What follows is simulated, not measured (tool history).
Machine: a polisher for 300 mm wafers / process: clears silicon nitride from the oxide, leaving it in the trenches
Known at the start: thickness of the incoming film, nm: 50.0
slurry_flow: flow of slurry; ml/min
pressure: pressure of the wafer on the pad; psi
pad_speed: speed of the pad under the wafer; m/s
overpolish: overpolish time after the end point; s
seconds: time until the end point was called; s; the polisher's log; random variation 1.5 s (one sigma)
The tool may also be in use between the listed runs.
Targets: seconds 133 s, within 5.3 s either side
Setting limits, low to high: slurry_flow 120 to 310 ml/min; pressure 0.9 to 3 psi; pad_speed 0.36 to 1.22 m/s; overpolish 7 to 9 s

{"run": 1, "hour": 0.0, "slurry_flow": 200, "pressure": 1.9, "pad_speed": 0.78, "overpolish": 9, "seconds": 83.699}
{"run": 2, "hour": 2.6, "slurry_flow": 200, "pressure": 1.9, "pad_speed": 0.78, "overpolish": 7, "seconds": 85.567}
{"run": 3, "hour": 3.4, "slurry_flow": 230, "pressure": 1.9, "pad_speed": 0.78, "overpolish": 7, "seconds": 84.063}
{"run": 4, "hour": 10.7, "slurry_flow": 230, "pressure": 1.9, "pad_speed": 0.88, "overpolish": 7, "seconds": 75.961}
{"run": 5, "hour": 12.9, "slurry_flow": 230, "pressure": 1.7, "pad_speed": 0.86, "overpolish": 7, "seconds": 83.219}
{"run": 6, "hour": 20.7, "slurry_flow": 230, "pressure": 1.9, "pad_speed": 0.86, "overpolish": 7, "seconds": 78.029}
{"run": 7, "hour": 24.1, "slurry_flow": 230, "pressure": 1.7, "pad_speed": 0.82, "overpolish": 7, "seconds": 88.259}
{"run": 8, "hour": 27.9, "slurry_flow": 230, "pressure": 1.5, "pad_speed": 0.8, "overpolish": 7, "seconds": 99.817}
{"run": 9, "hour": 28.6, "slurry_flow": 230, "pressure": 1.4, "pad_speed": 0.8, "overpolish": 7, "seconds": 103.92}
{"run": 10, "hour": 32.9, "slurry_flow": 230, "pressure": 1.3, "pad_speed": 0.8, "overpolish": 7, "seconds": 108.34}
{"run": 11, "hour": 40.1, "slurry_flow": 225, "pressure": 0.9, "pad_speed": 0.8, "overpolish": 7, "seconds": 137.58}
{"run": 12, "hour": 40.7, "slurry_flow": 230, "pressure": 0.9, "pad_speed": 0.8, "overpolish": 7, "seconds": 140.19}

4 candidate next runs follow, results not yet known. Just one meets every target within its allowed miss. Identify it.
{"run": "A", "hour": 41.3, "slurry_flow": 260, "pressure": 0.9, "pad_speed": 0.78, "overpolish": 7, "seconds": "?"}
{"run": "B", "hour": 41.3, "slurry_flow": 230, "pressure": 1, "pad_speed": 0.7, "overpolish": 7, "seconds": "?"}
{"run": "C", "hour": 41.3, "slurry_flow": 265, "pressure": 0.9, "pad_speed": 0.74, "overpolish": 7, "seconds": "?"}
{"run": "D", "hour": 41.3, "slurry_flow": 165, "pressure": 1.2, "pad_speed": 0.72, "overpolish": 7, "seconds": "?"}

move=A seconds=142.32
move=B seconds=149.4
move=C seconds=149.53
move=D seconds=132.89
A: further off than the last run
B: further off than the last run
C: further off than the last run
D: meets every target
D is the move that brings every result within its allowed miss.
